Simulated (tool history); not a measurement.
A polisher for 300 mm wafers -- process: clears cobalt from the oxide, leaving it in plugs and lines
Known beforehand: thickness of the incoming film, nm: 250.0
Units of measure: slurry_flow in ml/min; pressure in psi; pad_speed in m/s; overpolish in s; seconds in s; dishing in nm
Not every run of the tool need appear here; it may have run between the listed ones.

run    day  slurry_flow  pressure  pad_speed  overpolish  seconds  dishing
  1  0.000          200       1.2       1.08          10   68.018   30.999
  2  0.054          200       1.2       1.04           9   71.039   28.091
  3  0.396          200       1.2       1.04           5   71.642   17.629
  4  0.725          200       1.1       1.02           5   79.096   16.220
  5  1.100          200       1.0       1.00           5   86.916   15.190
  6  1.179          200       1.2       1.00           5   72.555   16.757
  7  1.450          200       1.1       1.00           5   78.915   15.843
  8  1.512          200       1.0       0.98           5   88.446   14.478
  9  1.654          200       1.0       0.98           5   89.463   14.851
 10  1.804          195       0.8       0.96           6  109.150   14.263
 11  2.088          190       0.7       0.94           7  125.800   14.404
 12  2.275          185       0.6       0.94           7  146.350   12.896
 13  2.300          215       0.7       0.94           7  123.720   14.522

Forecast run 14:
 14  2.462          210       0.7       0.94           7        ?        ?

Run 14 gave seconds 125.860 s, dishing 14.352 nm.
